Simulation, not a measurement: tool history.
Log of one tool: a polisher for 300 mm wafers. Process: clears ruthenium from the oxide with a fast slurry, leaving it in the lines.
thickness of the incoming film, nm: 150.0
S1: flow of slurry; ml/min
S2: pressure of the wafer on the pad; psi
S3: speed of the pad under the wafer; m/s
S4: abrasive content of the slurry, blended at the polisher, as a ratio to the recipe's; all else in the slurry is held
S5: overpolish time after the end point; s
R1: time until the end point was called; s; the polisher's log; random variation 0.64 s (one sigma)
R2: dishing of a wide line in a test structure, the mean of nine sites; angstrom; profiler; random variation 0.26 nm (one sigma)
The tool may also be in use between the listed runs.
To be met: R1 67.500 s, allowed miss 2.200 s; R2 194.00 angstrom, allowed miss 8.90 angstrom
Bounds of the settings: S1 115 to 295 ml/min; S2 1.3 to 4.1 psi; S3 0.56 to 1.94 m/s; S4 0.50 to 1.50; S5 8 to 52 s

run	hour	S1	S2	S3	S4	S5	R1	R2
1	0.0	190	2.7	1.24	1.00	26	27.289	879.93
2	1.9	190	2.4	1.24	1.00	26	30.279	831.85
3	3.8	170	2.3	1.04	0.85	21	40.447	577.42
4	10.1	170	2.7	1.04	0.85	21	35.531	622.30
5	17.8	170	2.7	1.04	0.70	21	39.641	582.77
6	21.7	170	2.2	1.04	0.70	21	47.233	522.85
7	27.9	185	1.5	0.70	0.70	8	90.201	119.73
8	36.9	160	2.2	0.70	0.65	10	72.608	180.15

4 next moves are on the table. One of them brings every result within its allowed miss. Which?
A	45.9	120	2.2	0.72	0.65	12	?	?
B	45.9	180	2.1	0.66	0.60	11	?	?
C	45.9	140	2.1	0.86	0.60	10	?	?
D	45.9	160	2.3	0.64	0.80	8	?	?

move	R1	R2
A	74.743	208.45
B	81.074	178.16
C	66.104	197.24
D	67.551	156.73
A: further off than the last run
B: further off than the last run
C: meets every target
D: brings the result that was furthest off to its target, and leaves another outside
Answer: C

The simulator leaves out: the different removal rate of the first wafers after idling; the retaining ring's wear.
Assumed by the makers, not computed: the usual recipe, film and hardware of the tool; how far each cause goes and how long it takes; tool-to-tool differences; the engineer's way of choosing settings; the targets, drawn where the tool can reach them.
